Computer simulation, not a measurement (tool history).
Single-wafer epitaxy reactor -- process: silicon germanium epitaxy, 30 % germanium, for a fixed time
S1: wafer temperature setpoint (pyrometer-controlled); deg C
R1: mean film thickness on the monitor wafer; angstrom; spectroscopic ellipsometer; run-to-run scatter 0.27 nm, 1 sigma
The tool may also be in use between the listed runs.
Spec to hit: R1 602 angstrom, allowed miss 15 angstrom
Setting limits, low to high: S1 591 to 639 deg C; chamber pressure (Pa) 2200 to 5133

{"run": 1, "day": 0.0, "S1": 615, "chamber pressure (Pa)": 3666, "R1": 875.43}
{"run": 2, "day": 0.025, "S1": 611, "chamber pressure (Pa)": 3640, "R1": 803.16}
{"run": 3, "day": 0.054, "S1": 607, "chamber pressure (Pa)": 3640, "R1": 735.84}
{"run": 4, "day": 0.308, "S1": 607, "chamber pressure (Pa)": 4160, "R1": 777.74}
{"run": 5, "day": 0.662, "S1": 607, "chamber pressure (Pa)": 4453, "R1": 806.31}
{"run": 6, "day": 0.862, "S1": 607, "chamber pressure (Pa)": 4893, "R1": 829.41}
{"run": 7, "day": 1.104, "S1": 604, "chamber pressure (Pa)": 4853, "R1": 777.82}
{"day": 1.279, "done": "pyrometer calibrated"}
{"run": 8, "day": 1.279, "S1": 602, "chamber pressure (Pa)": 4840, "R1": 681.38}
{"run": 9, "day": 1.629, "S1": 601, "chamber pressure (Pa)": 4840, "R1": 664.52}
{"run": 10, "day": 1.975, "S1": 595, "chamber pressure (Pa)": 4800, "R1": 582.93}

Which of these 4 next moves meets every target?
{"run": "A", "day": 2.321, "S1": 593, "chamber pressure (Pa)": 4920, "R1": "?"}
{"run": "B", "day": 2.321, "S1": 592, "chamber pressure (Pa)": 4773, "R1": "?"}
{"run": "C", "day": 2.321, "S1": 592, "chamber pressure (Pa)": 5093, "R1": "?"}
{"run": "D", "day": 2.321, "S1": 596, "chamber pressure (Pa)": 4880, "R1": "?"}

move=A R1=568.44
move=B R1=549.64
move=C R1=564.32
move=D R1=603.82
A: the biggest miss grows against the last run
B: the biggest miss grows against the last run
C: the biggest miss grows against the last run
D: every result lands within tolerance
Go with D: it meets all targets.
